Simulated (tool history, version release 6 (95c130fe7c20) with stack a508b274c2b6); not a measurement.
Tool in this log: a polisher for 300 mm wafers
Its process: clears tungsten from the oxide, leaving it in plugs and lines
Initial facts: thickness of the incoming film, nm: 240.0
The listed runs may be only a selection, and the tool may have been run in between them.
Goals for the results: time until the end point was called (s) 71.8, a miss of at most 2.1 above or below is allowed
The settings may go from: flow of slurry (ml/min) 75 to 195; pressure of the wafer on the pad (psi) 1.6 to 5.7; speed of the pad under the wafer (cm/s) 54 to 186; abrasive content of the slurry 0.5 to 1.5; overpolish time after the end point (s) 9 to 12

run	hour	flow of slurry (ml/min)	pressure of the wafer on the pad (psi)	speed of the pad under the wafer (cm/s)	abrasive content of the slurry	overpolish time after the end point (s)	time until the end point was called (s)
1	0	125	3.6	118	1	12	50.853
2	4.5	125	2.8	118	1	12	62.33
3	7.7	125	2.5	118	1	12	69.304
4	16	125	2.9	118	1	12	61.077
5	24.1	125	2.9	118	1.15	12	58.496
6	26.2	125	2.9	134	1.15	12	52.335
7	33.4	120	2.7	134	1.15	12	55.482
8	35.3	115	2.5	134	1.15	12	60.008
9	43.4	85	2	134	1.15	12	79.174
10	48.9	90	2	134	1.15	12	78.97
11	55.2	95	2	134	1.15	12	75.695

5 candidate next runs follow, results not yet known. Just one meets every target within its allowed miss. Identify it.
A	61.5	90	1.8	146	1.05	12	?
B	61.5	80	2.3	130	1.35	9	?
C	61.5	80	1.7	154	1.1	10	?
D	61.5	155	2.3	106	1.1	9	?
E	61.5	90	1.7	152	1.1	12	?

move	time until the end point was called (s)
A	78.874
B	70.706
C	80.587
D	76.438
E	78.351
A: its largest miss is bigger than the last run's
B: all results in spec
C: its largest miss is bigger than the last run's
D: its largest miss is bigger than the last run's
E: its largest miss is bigger than the last run's
B is the move that brings every result within its allowed miss.
